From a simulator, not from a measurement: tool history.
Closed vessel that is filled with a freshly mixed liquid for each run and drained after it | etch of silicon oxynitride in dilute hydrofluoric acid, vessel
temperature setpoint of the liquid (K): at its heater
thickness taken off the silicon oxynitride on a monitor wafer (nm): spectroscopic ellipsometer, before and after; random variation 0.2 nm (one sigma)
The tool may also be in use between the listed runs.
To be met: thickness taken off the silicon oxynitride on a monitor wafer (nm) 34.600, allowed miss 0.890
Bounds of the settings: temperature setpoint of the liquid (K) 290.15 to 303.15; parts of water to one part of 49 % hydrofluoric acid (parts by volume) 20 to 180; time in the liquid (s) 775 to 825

run  hour  temperature setpoint of the liquid (K)  parts of water to one part of 49 % hydrofluoric acid (parts by volume)  time in the liquid (s)  thickness taken off the silicon oxynitride on a monitor wafer (nm)
  1   0.0                                  295.15                                                                     100                     775                                                              27.728
  2   2.8                                  296.15                                                                     100                     775                                                              28.857
  3  11.7                                  296.15                                                                     100                     825                                                              30.762
  4  17.9                                  296.65                                                                     100                     825                                                              31.871
  5  26.0                                  296.65                                                                     100                     775                                                              29.793
  6  29.3                                  296.65                                                                     130                     775                                                              22.150
  7  31.0                                  297.65                                                                     125                     775                                                              24.516
  8  36.4                                  298.65                                                                     125                     775                                                              25.698
  9  41.8                                  298.65                                                                     125                     775                                                              25.505
 10  44.6                                  299.65                                                                     125                     775                                                              26.796
 11  46.0                                  300.15                                                                     125                     775                                                              27.421
 12  47.6                                  300.65                                                                     125                     775                                                              28.250
     49.7  -- hydrofluoric acid flow meter replaced
 13  49.7                                  300.65                                                                     125                     775                                                              29.629
 14  58.3                                  301.15                                                                     125                     775                                                              30.498

Which of these 5 next moves meets every target?
  A  66.9                                  299.65                                                                     105                     775                                                                   ?
  B  66.9                                  302.65                                                                     140                     780                                                                   ?
  C  66.9                                  302.15                                                                     125                     790                                                                   ?
  D  66.9                                  301.15                                                                     110                     805                                                                   ?
  E  66.9                                  303.15                                                                     115                     790                                                                   ?

move  thickness taken off the silicon oxynitride on a monitor wafer (nm)
   A                                                              34.761
   B                                                              29.063
   C                                                              32.715
   D                                                              36.740
   E                                                              37.540
A: meets every target
B: further off than the last run
C: nearer than the last run, and not there yet
D: takes the result that was furthest off past its target
E: takes the result that was furthest off past its target
The right move is A.

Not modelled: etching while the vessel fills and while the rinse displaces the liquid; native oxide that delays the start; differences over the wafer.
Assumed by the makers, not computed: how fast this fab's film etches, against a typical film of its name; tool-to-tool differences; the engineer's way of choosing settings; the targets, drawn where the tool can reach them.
